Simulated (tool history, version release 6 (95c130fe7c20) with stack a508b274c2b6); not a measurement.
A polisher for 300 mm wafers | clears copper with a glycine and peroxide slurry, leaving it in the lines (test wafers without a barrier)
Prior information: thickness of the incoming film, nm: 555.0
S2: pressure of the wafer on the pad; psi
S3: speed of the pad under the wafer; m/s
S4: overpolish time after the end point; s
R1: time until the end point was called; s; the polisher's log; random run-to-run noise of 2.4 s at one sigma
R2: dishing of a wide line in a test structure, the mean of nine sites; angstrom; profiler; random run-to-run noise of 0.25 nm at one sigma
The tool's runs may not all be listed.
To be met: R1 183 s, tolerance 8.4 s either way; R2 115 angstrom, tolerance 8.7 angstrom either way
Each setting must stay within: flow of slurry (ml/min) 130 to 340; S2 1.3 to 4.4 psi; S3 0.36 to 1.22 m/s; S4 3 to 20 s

Run 1, hour 0: flow of slurry (ml/min) 220, S2 2.8 psi, S3 0.78 m/s, S4 10 s. Result: R1 105.36 s, R2 243.26 angstrom.
Run 2, hour 1.9: flow of slurry (ml/min) 215, S2 2.5 psi, S3 0.74 m/s, S4 8 s. Result: R1 120.76 s, R2 195.23 angstrom.
Run 3, hour 7.7: flow of slurry (ml/min) 215, S2 2.5 psi, S3 0.74 m/s, S4 5 s. Result: R1 120.29 s, R2 137.69 angstrom.
Run 4, hour 8.8: flow of slurry (ml/min) 215, S2 2.8 psi, S3 0.74 m/s, S4 5 s. Result: R1 109.06 s, R2 144.68 angstrom.
Run 5, hour 16.8: flow of slurry (ml/min) 215, S2 2.5 psi, S3 0.72 m/s, S4 5 s. Result: R1 121.83 s, R2 137.62 angstrom.
Run 6, hour 23.8: flow of slurry (ml/min) 250, S2 2.5 psi, S3 0.72 m/s, S4 5 s. Result: R1 116.85 s, R2 142.84 angstrom.
Run 7, hour 29.2: flow of slurry (ml/min) 240, S2 2.2 psi, S3 0.72 m/s, S4 5 s. Result: R1 129.54 s, R2 131.51 angstrom.
Run 8, hour 36.6: flow of slurry (ml/min) 230, S2 2 psi, S3 0.72 m/s, S4 5 s. Result: R1 140.84 s, R2 123.7 angstrom.
Run 9, hour 40.7: flow of slurry (ml/min) 205, S2 1.3 psi, S3 0.7 m/s, S4 7 s. Result: R1 181.58 s, R2 128.93 angstrom.

Which single option among these 5 for the next run brings every result within its allowed miss of target? Just one does.
Run A, hour 44.8: flow of slurry (ml/min) 230, S2 1.3 psi, S3 0.64 m/s, S4 5 s. Result: R1 ?, R2 ?.
Run B, hour 44.8: flow of slurry (ml/min) 260, S2 1.8 psi, S3 0.52 m/s, S4 8 s. Result: R1 ?, R2 ?.
Run C, hour 44.8: flow of slurry (ml/min) 225, S2 1.3 psi, S3 0.7 m/s, S4 6 s. Result: R1 ?, R2 ?.
Run D, hour 44.8: flow of slurry (ml/min) 290, S2 1.3 psi, S3 0.7 m/s, S4 7 s. Result: R1 ?, R2 ?.
Run E, hour 44.8: flow of slurry (ml/min) 210, S2 1.5 psi, S3 0.66 m/s, S4 7 s. Result: R1 ?, R2 ?.

move      R1      R2
   A  190.75  95.568
   B  174.46  152.77
   C  183.27  115.45
   D  178.58  134.11
   E   176.3  135.42
A: takes the biggest miss from the last run beyond its target
B: further off than the last run
C: meets every target
D: further off than the last run
E: further off than the last run
Move C is the one to make.
